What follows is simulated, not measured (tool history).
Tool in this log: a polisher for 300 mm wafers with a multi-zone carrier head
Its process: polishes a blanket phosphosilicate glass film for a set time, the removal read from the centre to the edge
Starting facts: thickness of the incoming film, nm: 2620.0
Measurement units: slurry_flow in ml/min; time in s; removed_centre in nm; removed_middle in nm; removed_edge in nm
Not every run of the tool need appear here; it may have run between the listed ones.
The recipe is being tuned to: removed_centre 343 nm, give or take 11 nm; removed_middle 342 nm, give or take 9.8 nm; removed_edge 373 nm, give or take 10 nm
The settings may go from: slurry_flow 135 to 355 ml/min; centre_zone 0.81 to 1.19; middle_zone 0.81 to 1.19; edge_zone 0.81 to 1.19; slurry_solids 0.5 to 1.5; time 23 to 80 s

{"run": 1, "hour": 0.0, "slurry_flow": 225, "centre_zone": 1, "middle_zone": 1, "edge_zone": 1, "slurry_solids": 1, "time": 51, "removed_centre": 389.75, "removed_middle": 395.63, "removed_edge": 404.46}
{"run": 2, "hour": 4.6, "slurry_flow": 220, "centre_zone": 0.99, "middle_zone": 0.99, "edge_zone": 0.99, "slurry_solids": 1, "time": 51, "removed_centre": 381.47, "removed_middle": 387.62, "removed_edge": 395.77}
{"run": 3, "hour": 10.0, "slurry_flow": 215, "centre_zone": 0.98, "middle_zone": 0.98, "edge_zone": 0.99, "slurry_solids": 1, "time": 51, "removed_centre": 382.41, "removed_middle": 387.3, "removed_edge": 400.56}
{"run": 4, "hour": 17.8, "slurry_flow": 215, "centre_zone": 0.98, "middle_zone": 0.98, "edge_zone": 0.99, "slurry_solids": 1.1, "time": 51, "removed_centre": 391.5, "removed_middle": 405.09, "removed_edge": 411.06}
{"run": 5, "hour": 24.5, "slurry_flow": 215, "centre_zone": 0.92, "middle_zone": 0.98, "edge_zone": 0.99, "slurry_solids": 1.1, "time": 51, "removed_centre": 366.81, "removed_middle": 399.8, "removed_edge": 419.63}
{"run": 6, "hour": 31.8, "slurry_flow": 210, "centre_zone": 0.92, "middle_zone": 0.97, "edge_zone": 0.98, "slurry_solids": 1.1, "time": 51, "removed_centre": 365.69, "removed_middle": 403.35, "removed_edge": 414.23}
{"run": 7, "hour": 34.4, "slurry_flow": 205, "centre_zone": 0.92, "middle_zone": 0.96, "edge_zone": 0.97, "slurry_solids": 1.1, "time": 51, "removed_centre": 370.02, "removed_middle": 393.28, "removed_edge": 409.82}
{"run": 8, "hour": 41.7, "slurry_flow": 200, "centre_zone": 0.91, "middle_zone": 0.95, "edge_zone": 0.96, "slurry_solids": 1.1, "time": 51, "removed_centre": 355.27, "removed_middle": 390.34, "removed_edge": 414.43}
{"run": 9, "hour": 43.8, "slurry_flow": 200, "centre_zone": 0.92, "middle_zone": 0.94, "edge_zone": 0.95, "slurry_solids": 1.1, "time": 51, "removed_centre": 363.95, "removed_middle": 387.45, "removed_edge": 408.93}
{"run": 10, "hour": 48.6, "slurry_flow": 195, "centre_zone": 0.92, "middle_zone": 0.93, "edge_zone": 0.94, "slurry_solids": 1.1, "time": 51, "removed_centre": 359.39, "removed_middle": 383.65, "removed_edge": 402.53}
{"run": 11, "hour": 50.3, "slurry_flow": 195, "centre_zone": 0.92, "middle_zone": 0.93, "edge_zone": 0.94, "slurry_solids": 1.1, "time": 51, "removed_centre": 361.49, "removed_middle": 379.44, "removed_edge": 398.4}

Next run, 4 choices. One meets every target within its allowed miss, the rest don't. Which?
{"run": "A", "hour": 52.0, "slurry_flow": 200, "centre_zone": 0.95, "middle_zone": 0.91, "edge_zone": 0.97, "slurry_solids": 1.05, "time": 47, "removed_centre": "?", "removed_middle": "?", "removed_edge": "?"}
{"run": "B", "hour": 52.0, "slurry_flow": 185, "centre_zone": 0.9, "middle_zone": 1.06, "edge_zone": 0.91, "slurry_solids": 1.2, "time": 49, "removed_centre": "?", "removed_middle": "?", "removed_edge": "?"}
{"run": "C", "hour": 52.0, "slurry_flow": 205, "centre_zone": 0.89, "middle_zone": 0.81, "edge_zone": 1.02, "slurry_solids": 1.25, "time": 48, "removed_centre": "?", "removed_middle": "?", "removed_edge": "?"}
{"run": "D", "hour": 52.0, "slurry_flow": 220, "centre_zone": 0.9, "middle_zone": 0.85, "edge_zone": 0.93, "slurry_solids": 1.25, "time": 47, "removed_centre": "?", "removed_middle": "?", "removed_edge": "?"}

move=A removed_centre=335.64 removed_middle=341.27 removed_edge=365.32
move=B removed_centre=346.78 removed_middle=423.69 removed_edge=388.13
move=C removed_centre=346.84 removed_middle=342.41 removed_edge=412.74
move=D removed_centre=347.28 removed_middle=352.16 removed_edge=390.33
A: all results in spec
B: lands further from the targets than the last run did
C: meets the target for the result that was furthest off, but another lies outside its allowed miss
D: closer than the last run, but not yet in spec
The right move is A.
